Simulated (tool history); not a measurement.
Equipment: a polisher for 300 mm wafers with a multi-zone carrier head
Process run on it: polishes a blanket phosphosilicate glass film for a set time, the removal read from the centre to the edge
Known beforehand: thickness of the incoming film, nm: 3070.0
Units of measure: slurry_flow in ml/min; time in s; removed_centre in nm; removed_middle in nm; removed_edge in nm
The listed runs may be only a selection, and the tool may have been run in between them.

| run | day | slurry_flow | centre_zone | middle_zone | edge_zone | slurry_solids | time | removed_centre | removed_middle | removed_edge |
|---|---|---|---|---|---|---|---|---|---|---|
| 1 | 0 | 265 | 1 | 1 | 1 | 1 | 32 | 157.44 | 156.15 | 156.82 |
| 2 | 0.192 | 260 | 1 | 0.98 | 1 | 0.9 | 30 | 141.38 | 138.99 | 137.69 |
| 3 | 0.35 | 255 | 1 | 0.95 | 1.03 | 0.85 | 28 | 126.93 | 121.95 | 127.82 |
| 4 | 0.633 | 255 | 1 | 0.95 | 1.07 | 0.85 | 28 | 125.84 | 117.98 | 129.23 |
| 5 | 0.812 | 255 | 1 | 0.95 | 1.02 | 0.85 | 28 | 127.47 | 121.28 | 127.6 |
| 6 | 0.979 | 255 | 1 | 0.95 | 1.07 | 0.85 | 28 | 128.71 | 121.5 | 130.2 |
| 7 | 1.029 | 250 | 1 | 0.93 | 1.07 | 0.8 | 27 | 117.6 | 111.96 | 120.98 |
| 8 | 1.367 | 250 | 1.01 | 0.91 | 1.08 | 0.75 | 26 | 111.42 | 99.388 | 110.77 |
| 9 | 1.658 | 250 | 1 | 0.9 | 1.08 | 0.7 | 25 | 98.166 | 93.328 | 102.51 |
| 10 | 1.946 | 250 | 1.01 | 0.89 | 1.08 | 0.65 | 25 | 94.06 | 85.008 | 99.587 |
| 11 | 2.283 | 250 | 1.02 | 0.89 | 1.06 | 0.65 | 25 | 100.06 | 84.357 | 99.185 |
| 12 | 2.583 | 250 | 1.01 | 0.89 | 1.04 | 0.65 | 25 | 97.442 | 85.839 | 97.435 |
| 13 | 2.738 | 240 | 0.99 | 0.82 | 0.99 | 0.5 | 21 | 64.748 | 54.123 | 65.87 |

The next listed run, before its measurement:
| 14 | 2.938 | 250 | 1 | 0.83 | 1 | 0.5 | 21 | ? | ? | ? |

removed_centre: 68.628 nm
removed_middle: 56.218 nm
removed_edge: 65.486 nm

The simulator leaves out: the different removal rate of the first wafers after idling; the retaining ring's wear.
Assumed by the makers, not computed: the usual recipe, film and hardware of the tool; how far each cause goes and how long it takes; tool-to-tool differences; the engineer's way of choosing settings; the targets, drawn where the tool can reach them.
